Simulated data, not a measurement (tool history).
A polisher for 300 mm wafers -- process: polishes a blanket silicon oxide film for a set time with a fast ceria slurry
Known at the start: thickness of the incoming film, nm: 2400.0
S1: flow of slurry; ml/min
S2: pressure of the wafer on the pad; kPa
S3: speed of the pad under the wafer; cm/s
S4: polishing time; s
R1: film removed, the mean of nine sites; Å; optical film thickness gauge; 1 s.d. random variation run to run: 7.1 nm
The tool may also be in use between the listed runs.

run	day	S1	S2	S3	S4	R1
1	0.000	235	18.6	96	33	4331.7
2	0.125	235	15.2	96	33	3516.3
3	0.479	235	15.2	96	30	3297.5
4	0.654	235	17.2	96	30	3703.6
5	0.888	235	19.3	96	30	4113.2
6	1.221	235	20.7	96	30	4453.0

What will run 7 give?
7	1.442	235	22.1	96	30	?

Run 7 came out at R1 4831.4 Å.
